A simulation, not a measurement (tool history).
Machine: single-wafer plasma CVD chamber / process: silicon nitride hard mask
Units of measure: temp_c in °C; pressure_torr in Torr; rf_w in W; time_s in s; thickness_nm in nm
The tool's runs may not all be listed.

run,hour,temp_c,pressure_torr,rf_w,time_s,thickness_nm
1,0,400,1.59,290,25.5,28.177
2,5.7,400,1.59,290,25.5,28.11
3,10.9,400,1.47,270,25.2,25.393
4,18.8,392,1.47,270,25.2,25.314
5,19.7,392,1.47,270,24.2,24.48
# hour 24.8: RF generator calibrated
6,24.8,392,1.38,260,24.2,24.606
7,26.4,388,1.28,245,24.2,22.737
8,31.7,388,1.24,235,24.2,21.407
9,32.9,388,1.21,230,24.2,20.951

Run 10 comes next. What will it give?
10,34.7,388,1.18,230,24.2,?

thickness_nm: 20.789 nm
